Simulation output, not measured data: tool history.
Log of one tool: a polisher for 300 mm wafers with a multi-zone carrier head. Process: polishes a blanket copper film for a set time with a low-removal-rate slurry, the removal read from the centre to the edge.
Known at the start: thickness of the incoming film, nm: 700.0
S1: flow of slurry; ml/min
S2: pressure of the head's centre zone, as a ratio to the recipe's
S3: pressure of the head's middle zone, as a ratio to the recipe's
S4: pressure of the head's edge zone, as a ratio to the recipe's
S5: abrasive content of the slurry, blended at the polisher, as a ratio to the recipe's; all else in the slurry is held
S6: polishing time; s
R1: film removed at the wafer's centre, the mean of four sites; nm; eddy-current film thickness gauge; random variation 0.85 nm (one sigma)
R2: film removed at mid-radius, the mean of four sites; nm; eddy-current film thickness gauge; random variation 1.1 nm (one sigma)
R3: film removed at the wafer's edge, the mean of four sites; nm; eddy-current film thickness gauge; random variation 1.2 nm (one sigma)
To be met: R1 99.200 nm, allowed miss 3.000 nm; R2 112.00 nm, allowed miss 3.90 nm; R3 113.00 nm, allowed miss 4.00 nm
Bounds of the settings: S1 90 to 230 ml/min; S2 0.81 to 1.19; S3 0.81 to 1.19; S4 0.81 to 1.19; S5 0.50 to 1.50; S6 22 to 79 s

run 1 day=0.000 | S1=150 S2=1.00 S3=1.00 S4=1.00 S5=1.00 S6=50 | R1=147.900 R2=146.73 R3=148.26
run 2 day=0.200 | S1=150 S2=1.00 S3=1.00 S4=1.03 S5=1.00 S6=50 | R1=148.270 R2=147.71 R3=149.04
run 3 day=0.517 | S1=145 S2=0.97 S3=1.00 S4=1.01 S5=0.90 S6=49 | R1=137.240 R2=142.27 R3=140.33
run 4 day=0.554 | S1=145 S2=0.97 S3=1.00 S4=1.05 S5=0.90 S6=49 | R1=135.970 R2=142.95 R3=144.19
run 5 day=0.704 | S1=135 S2=0.94 S3=0.98 S4=1.02 S5=0.80 S6=48 | R1=125.770 R2=131.78 R3=135.02
run 6 day=1.000 | S1=130 S2=0.92 S3=0.98 S4=1.00 S5=0.75 S6=48 | R1=122.790 R2=129.31 R3=132.26
run 7 day=1.083 | S1=105 S2=0.82 S3=0.99 S4=0.93 S5=0.50 S6=44 | R1=86.991 R2=107.02 R3=105.99
run 8 day=1.454 | S1=115 S2=0.83 S3=0.98 S4=0.94 S5=0.50 S6=44 | R1=90.646 R2=107.22 R3=111.19
run 9 day=1.750 | S1=120 S2=0.84 S3=0.98 S4=0.93 S5=0.50 S6=44 | R1=91.978 R2=109.11 R3=107.95
run 10 day=1.938 | S1=125 S2=0.84 S3=0.98 S4=0.94 S5=0.50 S6=44 | R1=92.917 R2=112.48 R3=110.11

4 next moves are on the table. One of them brings every result within its allowed miss. Which?
run A day=2.125 | S1=155 S2=0.84 S3=0.94 S4=0.90 S5=0.50 S6=44 | R1=? R2=? R3=?
run B day=2.125 | S1=90 S2=0.87 S3=0.85 S4=0.91 S5=0.50 S6=54 | R1=? R2=? R3=?
run C day=2.125 | S1=110 S2=0.98 S3=1.13 S4=0.94 S5=0.50 S6=41 | R1=? R2=? R3=?
run D day=2.125 | S1=125 S2=0.91 S3=0.93 S4=0.91 S5=0.50 S6=46 | R1=? R2=? R3=?

move=A R1=98.719 R2=112.02 R3=112.92
move=B R1=108.460 R2=113.03 R3=127.43
move=C R1=99.021 R2=110.44 R3=101.10
move=D R1=106.550 R2=111.31 R3=114.89
A: meets every target
B: takes the result that was furthest off past its target
C: brings the result that was furthest off to its target, and leaves another outside
D: takes the result that was furthest off past its target
The right move is A.
